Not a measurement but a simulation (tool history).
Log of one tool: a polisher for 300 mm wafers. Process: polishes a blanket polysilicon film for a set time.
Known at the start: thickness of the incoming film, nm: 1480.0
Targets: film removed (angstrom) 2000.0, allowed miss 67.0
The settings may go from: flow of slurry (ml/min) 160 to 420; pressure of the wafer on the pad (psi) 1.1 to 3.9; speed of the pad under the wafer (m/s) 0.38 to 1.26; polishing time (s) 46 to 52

| run | hour | flow of slurry (ml/min) | pressure of the wafer on the pad (psi) | speed of the pad under the wafer (m/s) | polishing time (s) | film removed (angstrom) |
|---|---|---|---|---|---|---|
| 1 | 0.0 | 270 | 2.5 | 0.82 | 52 | 2679.2 |
| 2 | 3.5 | 270 | 2.4 | 0.82 | 52 | 2614.9 |
| 3 | 11.7 | 270 | 2.9 | 0.82 | 52 | 3121.5 |
| 4 | 15.2 | 270 | 2.7 | 0.82 | 52 | 2986.6 |
| 5 | 22.3 | 270 | 2.6 | 0.82 | 52 | 2825.9 |
| 6 | 26.4 | 270 | 3.2 | 0.82 | 52 | 3399.2 |
| 7 | 33.9 | 270 | 3.0 | 0.82 | 52 | 3206.2 |
| 8 | 37.9 | 270 | 2.8 | 0.82 | 52 | 3007.6 |
| 9 | 45.9 | 270 | 2.6 | 0.82 | 52 | 2816.7 |
| 10 | 47.2 | 270 | 2.5 | 0.82 | 52 | 2703.0 |
| 11 | 47.7 | 270 | 2.4 | 0.82 | 52 | 2585.2 |
| 12 | 53.7 | 270 | 2.3 | 0.82 | 52 | 2509.4 |
| 13 | 58.5 | 265 | 1.6 | 0.82 | 52 | 1778.1 |
| 14 | 65.2 | 270 | 1.6 | 0.82 | 52 | 1776.1 |

5 next moves are on the table. One of them brings every result within its allowed miss. Which?
| A | 71.9 | 275 | 1.6 | 0.84 | 47 | ? |
| B | 71.9 | 260 | 1.7 | 0.94 | 49 | ? |
| C | 71.9 | 270 | 1.7 | 0.76 | 50 | ? |
| D | 71.9 | 250 | 1.6 | 0.80 | 47 | ? |
| E | 71.9 | 265 | 1.5 | 0.90 | 46 | ? |

| move | film removed (angstrom) |
|---|---|
| A | 1627.9 |
| B | 1993.7 |
| C | 1662.1 |
| D | 1535.9 |
| E | 1595.6 |
A: further off than the last run
B: meets every target
C: further off than the last run
D: further off than the last run
E: further off than the last run
Move B is the one to make.
